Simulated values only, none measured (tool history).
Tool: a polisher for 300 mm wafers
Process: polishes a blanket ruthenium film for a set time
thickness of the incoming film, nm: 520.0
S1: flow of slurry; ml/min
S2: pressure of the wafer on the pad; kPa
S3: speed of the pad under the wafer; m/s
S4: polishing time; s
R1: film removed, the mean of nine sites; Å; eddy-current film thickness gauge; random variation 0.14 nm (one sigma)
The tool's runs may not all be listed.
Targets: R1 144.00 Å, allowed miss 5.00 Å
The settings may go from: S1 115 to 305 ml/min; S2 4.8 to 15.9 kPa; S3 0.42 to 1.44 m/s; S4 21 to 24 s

run	hour	S1	S2	S3	S4	R1
1	0.0	195	10.3	0.92	24	196.99
2	7.7	195	10.3	0.92	24	199.52
3	8.4	190	9.7	0.92	24	182.37
4	13.5	235	9.7	0.92	24	186.31
5	19.1	235	9.0	0.92	24	178.91
6	26.0	230	8.3	0.92	24	164.67
7	34.8	230	7.6	0.92	24	153.34
8	40.7	225	7.6	0.92	24	156.92

Which of these 4 next moves meets every target?
A	46.6	215	7.6	0.98	24	?
B	46.6	205	9.0	1.14	21	?
C	46.6	215	6.2	1.00	24	?
D	46.6	185	8.3	1.02	23	?

move	R1
A	162.91
B	188.35
C	141.84
D	171.33
A: further off than the last run
B: further off than the last run
C: meets every target
D: further off than the last run
Answer: C
